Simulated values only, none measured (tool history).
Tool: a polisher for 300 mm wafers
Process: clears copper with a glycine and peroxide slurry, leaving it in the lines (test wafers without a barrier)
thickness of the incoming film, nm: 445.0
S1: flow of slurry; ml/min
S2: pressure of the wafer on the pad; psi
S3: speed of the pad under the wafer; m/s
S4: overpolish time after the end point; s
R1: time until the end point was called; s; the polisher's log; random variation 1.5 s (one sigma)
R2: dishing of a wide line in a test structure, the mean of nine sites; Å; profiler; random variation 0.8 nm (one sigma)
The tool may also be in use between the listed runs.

run  hour   S1   S2    S3  S4      R1      R2
  1     0  125  2.8  0.78  24  117.73  543.12
  2     3  125  2.8  0.86  24  107.95  600.57
  3   7.8  125  2.8  0.86  29  112.46  662.41
  4   9.7  140  2.8  0.84  23  106.83  535.53
  5  17.9  150  2.8  0.84  19  108.65  460.33
  6  22.6  150  2.2  0.84  19  128.02  411.57
  7  23.9  160  2.4  0.84  16  124.42  395.38
  8  25.5  170  2.7  0.82  14  110.56  374.82
  9  28.3  175  2.8  0.82  12   107.4  332.03
 10  35.9  175  2.9  0.82  11  100.44  306.03

The next listed run, before its measurement:
     36.7  -- head pressure recalibrated
 11  36.7  175  2.9  0.82  11   ?   ?

R1: 100.87 s
R2: 328.94 Å
